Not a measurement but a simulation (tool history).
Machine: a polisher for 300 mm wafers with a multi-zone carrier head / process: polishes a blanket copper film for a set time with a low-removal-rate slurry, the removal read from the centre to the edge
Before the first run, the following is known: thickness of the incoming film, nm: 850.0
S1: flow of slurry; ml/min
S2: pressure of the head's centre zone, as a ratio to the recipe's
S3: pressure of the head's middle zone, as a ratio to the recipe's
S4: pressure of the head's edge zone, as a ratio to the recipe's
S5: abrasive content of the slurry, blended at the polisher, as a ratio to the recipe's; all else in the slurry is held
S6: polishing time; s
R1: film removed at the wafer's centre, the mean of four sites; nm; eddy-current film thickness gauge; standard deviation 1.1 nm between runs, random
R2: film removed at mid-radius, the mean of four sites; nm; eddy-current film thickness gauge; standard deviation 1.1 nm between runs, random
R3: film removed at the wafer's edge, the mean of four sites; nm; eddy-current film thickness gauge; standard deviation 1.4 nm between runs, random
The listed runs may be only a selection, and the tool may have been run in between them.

Run 1, day 0: S1 260 ml/min, S2 1, S3 1, S4 1, S5 1, S6 59 s. Result: R1 105.92 nm, R2 107.68 nm, R3 107.15 nm.
Run 2, day 0.262: S1 260 ml/min, S2 1, S3 1, S4 1, S5 1.1, S6 59 s. Result: R1 107.97 nm, R2 107.12 nm, R3 111.66 nm.
Run 3, day 0.608: S1 275 ml/min, S2 1.04, S3 1.03, S4 1.01, S5 1.15, S6 59 s. Result: R1 113.12 nm, R2 114.36 nm, R3 110.32 nm.
Run 4, day 0.738: S1 250 ml/min, S2 1.04, S3 1.03, S4 1.01, S5 1.15, S6 59 s. Result: R1 112.1 nm, R2 110.95 nm, R3 112.06 nm.
Run 5, day 0.921: S1 265 ml/min, S2 1.07, S3 1.04, S4 1.03, S5 1.25, S6 59 s. Result: R1 119.96 nm, R2 115.26 nm, R3 111.89 nm.
Run 6, day 1.138: S1 265 ml/min, S2 1.07, S3 1.04, S4 1.03, S5 1.25, S6 73 s. Result: R1 146.07 nm, R2 143.81 nm, R3 140.32 nm.

Run 7 is up next; what results do you expect?
Run 7, day 1.512: S1 260 ml/min, S2 1.08, S3 1.02, S4 1.01, S5 1.2, S6 73 s. Result: R1 ?, R2 ?, R3 ?.

R1: 146.61 nm
R2: 140.9 nm
R3: 139.86 nm

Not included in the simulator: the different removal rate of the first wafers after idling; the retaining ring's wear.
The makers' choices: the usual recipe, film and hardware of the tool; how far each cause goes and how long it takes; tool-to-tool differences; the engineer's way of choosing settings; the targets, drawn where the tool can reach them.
